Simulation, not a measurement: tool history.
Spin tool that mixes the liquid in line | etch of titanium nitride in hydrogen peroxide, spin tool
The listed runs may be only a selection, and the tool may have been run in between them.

run,hour,temperature setpoint of the liquid (K),concentration of hydrogen peroxide in the mixed liquid (% by weight),time under the liquid (s),thickness taken off the titanium nitride on a monitor wafer (nm)
1,0,326.15,21.5,30,3.3602
2,0.7,326.15,18,30,3.256
3,7.5,328.15,18,30,3.795
4,15,330.15,18,30,4.3531
5,17,330.15,18,30,4.3409
6,20.6,330.15,22,30,4.5419

The next listed run, before its measurement:
7,27.8,331.65,22,30,?

Run 7 gave thickness taken off the titanium nitride on a monitor wafer (nm) 5.0578.
